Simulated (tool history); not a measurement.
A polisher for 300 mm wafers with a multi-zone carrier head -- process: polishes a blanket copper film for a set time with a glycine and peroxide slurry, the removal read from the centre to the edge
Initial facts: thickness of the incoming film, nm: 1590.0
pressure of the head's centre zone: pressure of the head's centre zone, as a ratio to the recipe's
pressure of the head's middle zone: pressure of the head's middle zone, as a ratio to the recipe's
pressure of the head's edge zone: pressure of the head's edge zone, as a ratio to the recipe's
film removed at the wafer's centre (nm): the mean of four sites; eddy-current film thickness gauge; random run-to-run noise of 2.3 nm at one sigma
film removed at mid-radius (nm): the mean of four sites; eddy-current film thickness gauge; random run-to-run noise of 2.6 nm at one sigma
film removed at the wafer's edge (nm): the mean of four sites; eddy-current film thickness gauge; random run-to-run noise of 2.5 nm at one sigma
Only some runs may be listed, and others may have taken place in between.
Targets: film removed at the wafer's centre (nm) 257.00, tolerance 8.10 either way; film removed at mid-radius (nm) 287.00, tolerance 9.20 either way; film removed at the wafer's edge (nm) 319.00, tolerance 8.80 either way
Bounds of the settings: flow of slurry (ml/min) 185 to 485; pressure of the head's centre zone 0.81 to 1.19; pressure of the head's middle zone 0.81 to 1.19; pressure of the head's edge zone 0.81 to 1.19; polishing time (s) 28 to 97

| run | hour | flow of slurry (ml/min) | pressure of the head's centre zone | pressure of the head's middle zone | pressure of the head's edge zone | polishing time (s) | film removed at the wafer's centre (nm) | film removed at mid-radius (nm) | film removed at the wafer's edge (nm) |
|---|---|---|---|---|---|---|---|---|---|
| 1 | 0.0 | 310 | 1.00 | 1.00 | 1.00 | 62 | 328.81 | 333.09 | 327.37 |
| 2 | 1.9 | 275 | 1.00 | 1.00 | 1.00 | 62 | 322.28 | 333.17 | 330.85 |
| 3 | 4.0 | 275 | 1.00 | 1.00 | 1.07 | 62 | 326.08 | 328.33 | 337.65 |
| 4 | 10.7 | 240 | 1.00 | 1.00 | 1.07 | 62 | 320.35 | 331.78 | 341.76 |
| 5 | 12.6 | 235 | 0.96 | 0.97 | 1.06 | 61 | 303.07 | 315.06 | 330.69 |
| 6 | 19.0 | 235 | 0.96 | 0.97 | 1.06 | 74 | 366.75 | 383.60 | 397.38 |
| 7 | 20.7 | 225 | 0.92 | 0.95 | 1.05 | 70 | 331.06 | 351.38 | 374.36 |
| 8 | 26.9 | 220 | 0.89 | 0.94 | 1.04 | 67 | 308.06 | 335.11 | 357.63 |
| 9 | 31.4 | 215 | 0.87 | 0.93 | 1.03 | 65 | 288.47 | 319.61 | 346.37 |

Consider the 5 candidate settings below. Which is the only one whose results all fall within their allowed miss of target?
| A | 35.9 | 235 | 1.03 | 1.13 | 0.86 | 66 | ? | ? | ? |
| B | 35.9 | 190 | 0.84 | 0.90 | 1.04 | 60 | ? | ? | ? |
| C | 35.9 | 185 | 0.83 | 1.17 | 0.92 | 60 | ? | ? | ? |
| D | 35.9 | 195 | 0.92 | 0.92 | 0.93 | 77 | ? | ? | ? |
| E | 35.9 | 305 | 1.07 | 1.13 | 0.83 | 63 | ? | ? | ? |

| move | film removed at the wafer's centre (nm) | film removed at mid-radius (nm) | film removed at the wafer's edge (nm) |
|---|---|---|---|
| A | 351.72 | 379.37 | 321.47 |
| B | 255.13 | 280.02 | 316.56 |
| C | 251.94 | 349.07 | 296.99 |
| D | 359.77 | 366.66 | 385.56 |
| E | 356.27 | 368.99 | 306.42 |
A: its largest miss is bigger than the last run's
B: all results land within tolerance of their targets
C: brings the last run's worst result on target, with another outside its allowed miss
D: its largest miss is bigger than the last run's
E: its largest miss is bigger than the last run's
B is the move that brings every result within its allowed miss.
